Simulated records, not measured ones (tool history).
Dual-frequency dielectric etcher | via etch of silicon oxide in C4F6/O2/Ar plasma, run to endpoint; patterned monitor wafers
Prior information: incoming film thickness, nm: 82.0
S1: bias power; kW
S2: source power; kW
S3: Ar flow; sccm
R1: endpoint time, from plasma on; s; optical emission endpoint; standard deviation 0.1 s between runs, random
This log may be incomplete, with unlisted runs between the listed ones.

{"run": 1, "hour": 0.0, "S1": 0.345, "S2": 0.4, "S3": 328, "R1": 21.319}
{"run": 2, "hour": 6.1, "S1": 0.345, "S2": 0.4, "S3": 376, "R1": 21.527}
{"run": 3, "hour": 14.2, "S1": 0.345, "S2": 0.44, "S3": 376, "R1": 20.841}
{"run": 4, "hour": 18.0, "S1": 0.32, "S2": 0.43, "S3": 378, "R1": 21.618}
{"run": 5, "hour": 21.1, "S1": 0.266, "S2": 0.43, "S3": 378, "R1": 23.352}
{"run": 6, "hour": 22.0, "S1": 0.266, "S2": 0.47, "S3": 378, "R1": 22.925}

Forecast run 7:
{"run": 7, "hour": 26.2, "S1": 0.254, "S2": 0.47, "S3": 379, "R1": "?"}

Logged for run 7: R1 23.231 s.

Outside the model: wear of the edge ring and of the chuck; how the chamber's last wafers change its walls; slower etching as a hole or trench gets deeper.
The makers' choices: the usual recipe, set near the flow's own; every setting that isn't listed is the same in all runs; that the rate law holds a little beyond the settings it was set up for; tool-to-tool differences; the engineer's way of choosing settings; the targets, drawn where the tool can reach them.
